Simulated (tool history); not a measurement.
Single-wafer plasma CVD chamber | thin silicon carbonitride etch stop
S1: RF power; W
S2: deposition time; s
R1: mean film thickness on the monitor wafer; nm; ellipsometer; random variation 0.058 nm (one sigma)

| run | hour | S1 | S2 | R1 |
|---|---|---|---|---|
| 1 | 0.0 | 165 | 25.4 | 13.744 |
| 2 | 3.8 | 165 | 27.6 | 14.940 |
| 3 | 10.6 | 165 | 26.2 | 14.400 |
| 4 | 14.6 | 190 | 26.2 | 15.118 |
| 5 | 22.0 | 190 | 28.1 | 16.083 |
| 6 | 25.7 | 210 | 28.1 | 16.791 |

Forecast run 7:
| 7 | 28.8 | 205 | 27.0 | ? |

Run 7 gave R1 16.004 nm.
